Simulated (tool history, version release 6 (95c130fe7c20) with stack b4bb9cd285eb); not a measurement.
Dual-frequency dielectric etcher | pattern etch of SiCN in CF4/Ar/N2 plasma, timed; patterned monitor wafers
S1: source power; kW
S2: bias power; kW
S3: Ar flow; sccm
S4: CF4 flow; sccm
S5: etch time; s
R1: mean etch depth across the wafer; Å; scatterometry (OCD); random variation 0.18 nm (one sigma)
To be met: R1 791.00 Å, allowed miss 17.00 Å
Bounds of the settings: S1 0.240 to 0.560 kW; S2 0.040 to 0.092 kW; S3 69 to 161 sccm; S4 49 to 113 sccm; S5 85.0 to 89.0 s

run,day,S1,S2,S3,S4,S5,R1
1,0.000,0.400,0.066,115,81,85.0,613.43
2,0.346,0.400,0.071,115,81,85.0,624.87
3,0.717,0.400,0.071,115,89,85.0,634.32
4,1.071,0.400,0.071,115,77,85.0,621.92
5,1.412,0.400,0.062,115,77,85.0,599.70
6,1.492,0.430,0.063,115,77,85.0,644.91
7,1.521,0.450,0.063,115,77,85.0,677.40
8,1.575,0.470,0.063,115,77,85.0,709.79
9,1.925,0.480,0.063,115,77,85.0,723.67
10,2.079,0.490,0.063,115,77,85.0,741.50
11,2.354,0.500,0.063,115,77,85.0,754.38
12,2.625,0.510,0.063,115,77,85.0,771.51

Which of these 4 next moves meets every target?
A,2.896,0.520,0.053,120,78,85.5,?
B,2.896,0.520,0.055,147,81,88.0,?
C,2.896,0.480,0.068,116,80,86.0,?
D,2.896,0.510,0.066,107,76,85.5,?

move,R1
A,753.85
B,760.80
C,755.02
D,794.75
A: further off than the last run
B: further off than the last run
C: further off than the last run
D: meets every target
Answer: D
